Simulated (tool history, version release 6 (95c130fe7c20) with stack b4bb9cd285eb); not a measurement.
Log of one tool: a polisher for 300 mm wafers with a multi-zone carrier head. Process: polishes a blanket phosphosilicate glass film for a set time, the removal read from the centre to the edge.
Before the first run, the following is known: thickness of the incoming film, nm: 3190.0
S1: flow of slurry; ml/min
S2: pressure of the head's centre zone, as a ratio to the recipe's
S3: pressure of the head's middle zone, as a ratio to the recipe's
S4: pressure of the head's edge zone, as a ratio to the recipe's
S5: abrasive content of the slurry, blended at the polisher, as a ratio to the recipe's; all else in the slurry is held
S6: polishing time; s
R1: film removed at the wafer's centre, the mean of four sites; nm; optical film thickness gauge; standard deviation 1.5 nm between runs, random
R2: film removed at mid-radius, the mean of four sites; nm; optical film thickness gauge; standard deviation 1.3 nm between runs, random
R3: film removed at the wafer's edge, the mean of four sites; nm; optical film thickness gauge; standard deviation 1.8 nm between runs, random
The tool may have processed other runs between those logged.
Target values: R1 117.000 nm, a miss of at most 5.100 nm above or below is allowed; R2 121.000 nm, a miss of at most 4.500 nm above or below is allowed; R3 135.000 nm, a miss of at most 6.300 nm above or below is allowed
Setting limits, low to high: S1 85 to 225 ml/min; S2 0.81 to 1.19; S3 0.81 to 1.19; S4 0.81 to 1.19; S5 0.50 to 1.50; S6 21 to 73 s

run	hour	S1	S2	S3	S4	S5	S6	R1	R2	R3
1	0.0	145	1.00	1.00	1.00	1.00	47	268.640	275.530	284.680
2	1.2	140	0.98	0.98	0.99	0.90	44	234.390	236.230	240.020
3	4.5	135	0.95	0.96	1.01	0.85	42	206.890	221.280	231.730
4	13.3	135	1.00	0.96	1.01	0.85	42	216.210	218.290	224.030
5	16.0	135	1.00	0.96	1.01	0.70	42	194.550	191.980	198.760
6	21.2	135	0.92	0.96	1.01	0.70	42	183.300	188.650	202.270
7	30.3	130	0.91	0.95	1.00	0.65	41	161.740	175.170	181.650
8	37.0	130	0.91	0.93	1.00	0.65	40	159.830	166.290	174.410
9	40.4	125	0.90	0.91	1.00	0.65	40	151.670	163.880	180.330
10	43.6	125	0.90	0.90	0.99	0.65	39	151.450	156.560	170.560
11	50.0	120	0.89	0.89	0.98	0.65	39	147.070	154.040	168.780
12	50.7	115	0.88	0.88	0.97	0.65	39	145.170	152.220	165.730
13	59.7	95	0.84	0.81	0.93	0.50	34	92.376	95.051	114.150
14	64.2	105	0.84	0.82	0.93	0.50	34	95.547	99.529	116.460
15	68.4	115	0.84	0.82	0.94	0.50	34	97.977	100.680	117.730

Which single option among these 5 for the next run brings every result within its allowed miss of target? Just one does.
A	72.6	145	0.91	0.83	0.90	0.60	33	?	?	?
B	72.6	130	0.85	0.84	0.90	0.55	36	?	?	?
C	72.6	225	1.06	1.16	0.81	0.65	24	?	?	?
D	72.6	155	1.00	0.86	0.81	0.60	30	?	?	?
E	72.6	175	0.81	1.18	0.81	0.60	24	?	?	?

move	R1	R2	R3
A	126.450	122.810	131.220
B	117.340	123.650	131.560
C	123.050	134.310	101.080
D	128.130	116.280	114.730
E	84.996	124.090	92.727
A: brings the last run's worst result on target, with another outside its allowed miss
B: all results in spec
C: pushes the last run's worst result past its target
D: closer than the last run, but not yet in spec
E: brings the last run's worst result on target, with another outside its allowed miss
B is the move that brings every result within its allowed miss.
